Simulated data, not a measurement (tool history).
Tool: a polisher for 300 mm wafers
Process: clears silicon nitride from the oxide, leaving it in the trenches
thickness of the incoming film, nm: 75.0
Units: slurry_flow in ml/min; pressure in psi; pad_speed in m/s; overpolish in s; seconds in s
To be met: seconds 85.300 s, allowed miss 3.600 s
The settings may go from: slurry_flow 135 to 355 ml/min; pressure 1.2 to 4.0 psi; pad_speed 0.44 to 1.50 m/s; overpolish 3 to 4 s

{"run": 1, "hour": 0.0, "slurry_flow": 225, "pressure": 2.6, "pad_speed": 0.96, "overpolish": 4, "seconds": 130.41}
{"run": 2, "hour": 8.4, "slurry_flow": 170, "pressure": 2.6, "pad_speed": 0.96, "overpolish": 4, "seconds": 136.16}
{"run": 3, "hour": 16.2, "slurry_flow": 175, "pressure": 2.8, "pad_speed": 0.96, "overpolish": 4, "seconds": 122.16}
{"run": 4, "hour": 21.9, "slurry_flow": 175, "pressure": 3.0, "pad_speed": 0.96, "overpolish": 4, "seconds": 117.45}
{"run": 5, "hour": 22.4, "slurry_flow": 135, "pressure": 3.0, "pad_speed": 0.96, "overpolish": 4, "seconds": 129.01}
{"run": 6, "hour": 25.6, "slurry_flow": 135, "pressure": 3.0, "pad_speed": 0.78, "overpolish": 4, "seconds": 152.26}
{"hour": 26.8, "done": "slurry nozzle cleaned"}
{"run": 7, "hour": 26.8, "slurry_flow": 165, "pressure": 3.2, "pad_speed": 0.78, "overpolish": 4, "seconds": 129.67}
{"run": 8, "hour": 28.2, "slurry_flow": 195, "pressure": 3.3, "pad_speed": 0.78, "overpolish": 4, "seconds": 120.77}
{"run": 9, "hour": 31.2, "slurry_flow": 215, "pressure": 3.4, "pad_speed": 0.78, "overpolish": 4, "seconds": 115.38}

Which of these 5 next moves meets every target?
{"run": "A", "hour": 34.2, "slurry_flow": 185, "pressure": 3.7, "pad_speed": 0.86, "overpolish": 3, "seconds": "?"}
{"run": "B", "hour": 34.2, "slurry_flow": 225, "pressure": 3.3, "pad_speed": 1.1, "overpolish": 3, "seconds": "?"}
{"run": "C", "hour": 34.2, "slurry_flow": 200, "pressure": 3.0, "pad_speed": 0.54, "overpolish": 3, "seconds": "?"}
{"run": "D", "hour": 34.2, "slurry_flow": 220, "pressure": 3.3, "pad_speed": 0.64, "overpolish": 3, "seconds": "?"}
{"run": "E", "hour": 34.2, "slurry_flow": 275, "pressure": 3.4, "pad_speed": 0.82, "overpolish": 3, "seconds": "?"}

move=A seconds=96.363
move=B seconds=82.479
move=C seconds=182.450
move=D seconds=139.550
move=E seconds=104.050
A: nearer than the last run, and not there yet
B: meets every target
C: further off than the last run
D: further off than the last run
E: nearer than the last run, and not there yet
The right move is B.
